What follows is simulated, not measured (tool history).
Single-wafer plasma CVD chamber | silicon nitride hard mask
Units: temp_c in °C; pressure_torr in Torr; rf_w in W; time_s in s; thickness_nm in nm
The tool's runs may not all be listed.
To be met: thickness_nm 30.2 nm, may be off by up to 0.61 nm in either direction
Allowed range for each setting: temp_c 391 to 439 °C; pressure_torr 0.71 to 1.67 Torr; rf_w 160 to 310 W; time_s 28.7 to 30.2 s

run 1 hour=0 | temp_c=415 pressure_torr=1.19 rf_w=235 time_s=30.2 | thickness_nm=27.707
run 2 hour=5.8 | temp_c=415 pressure_torr=0.98 rf_w=235 time_s=30.2 | thickness_nm=25.671
run 3 hour=9.2 | temp_c=415 pressure_torr=0.98 rf_w=235 time_s=30.2 | thickness_nm=25.732
run 4 hour=15.1 | temp_c=415 pressure_torr=1.11 rf_w=240 time_s=30.2 | thickness_nm=27.66
run 5 hour=16.7 | temp_c=420 pressure_torr=1.11 rf_w=240 time_s=30.2 | thickness_nm=27.522
run 6 hour=19.1 | temp_c=420 pressure_torr=1.11 rf_w=240 time_s=28.7 | thickness_nm=26.174
run 7 hour=21.9 | temp_c=420 pressure_torr=1.23 rf_w=240 time_s=28.7 | thickness_nm=27.193
run 8 hour=23.6 | temp_c=420 pressure_torr=1.32 rf_w=240 time_s=28.7 | thickness_nm=27.815

Which one of the following 5 next-run settings gets every result inside its allowed miss? There is exactly one.
run A hour=25.3 | temp_c=418 pressure_torr=1.35 rf_w=225 time_s=28.7 | thickness_nm=?
run B hour=25.3 | temp_c=420 pressure_torr=1.29 rf_w=240 time_s=28.7 | thickness_nm=?
run C hour=25.3 | temp_c=413 pressure_torr=1.26 rf_w=265 time_s=28.7 | thickness_nm=?
run D hour=25.3 | temp_c=429 pressure_torr=1.3 rf_w=210 time_s=28.7 | thickness_nm=?
run E hour=25.3 | temp_c=427 pressure_torr=1.21 rf_w=220 time_s=28.7 | thickness_nm=?

move=A thickness_nm=26.087
move=B thickness_nm=27.352
move=C thickness_nm=29.84
move=D thickness_nm=23.863
move=E thickness_nm=24.457
A: further off than the last run
B: further off than the last run
C: every result lands within tolerance
D: further off than the last run
E: further off than the last run
The move that meets every target is C.

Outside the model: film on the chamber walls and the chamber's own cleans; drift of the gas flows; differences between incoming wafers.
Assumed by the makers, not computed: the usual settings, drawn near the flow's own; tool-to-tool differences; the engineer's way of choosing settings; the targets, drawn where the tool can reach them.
